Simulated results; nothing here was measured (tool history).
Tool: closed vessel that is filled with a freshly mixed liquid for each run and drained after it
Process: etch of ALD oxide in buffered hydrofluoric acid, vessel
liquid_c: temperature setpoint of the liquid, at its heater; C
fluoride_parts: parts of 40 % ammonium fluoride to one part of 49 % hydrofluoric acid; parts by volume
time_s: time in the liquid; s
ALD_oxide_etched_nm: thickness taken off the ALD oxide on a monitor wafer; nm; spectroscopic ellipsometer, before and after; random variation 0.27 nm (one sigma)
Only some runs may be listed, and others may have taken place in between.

{"run": 1, "day": 0.0, "liquid_c": 20.0, "fluoride_parts": 17.5, "time_s": 30, "ALD_oxide_etched_nm": 44.165}
{"run": 2, "day": 0.346, "liquid_c": 20.0, "fluoride_parts": 17.5, "time_s": 30, "ALD_oxide_etched_nm": 43.85}
{"run": 3, "day": 0.729, "liquid_c": 20.0, "fluoride_parts": 22.5, "time_s": 30, "ALD_oxide_etched_nm": 35.403}
{"run": 4, "day": 1.071, "liquid_c": 20.0, "fluoride_parts": 22.5, "time_s": 30, "ALD_oxide_etched_nm": 35.487}
{"run": 5, "day": 1.458, "liquid_c": 20.5, "fluoride_parts": 22.5, "time_s": 30, "ALD_oxide_etched_nm": 36.092}
{"run": 6, "day": 1.758, "liquid_c": 17.0, "fluoride_parts": 22.5, "time_s": 30, "ALD_oxide_etched_nm": 29.643}
{"run": 7, "day": 2.108, "liquid_c": 18.5, "fluoride_parts": 22.5, "time_s": 30, "ALD_oxide_etched_nm": 32.245}
{"run": 8, "day": 2.454, "liquid_c": 19.5, "fluoride_parts": 22.5, "time_s": 30, "ALD_oxide_etched_nm": 34.687}
{"run": 9, "day": 2.808, "liquid_c": 20.0, "fluoride_parts": 22.5, "time_s": 30, "ALD_oxide_etched_nm": 35.397}
{"run": 10, "day": 3.104, "liquid_c": 20.5, "fluoride_parts": 22.5, "time_s": 30, "ALD_oxide_etched_nm": 36.319}

Run 11 is up next; what results do you expect?
{"run": 11, "day": 3.254, "liquid_c": 21.0, "fluoride_parts": 22.5, "time_s": 30, "ALD_oxide_etched_nm": "?"}

{"run 11": {"ALD_oxide_etched_nm": 37.415}}
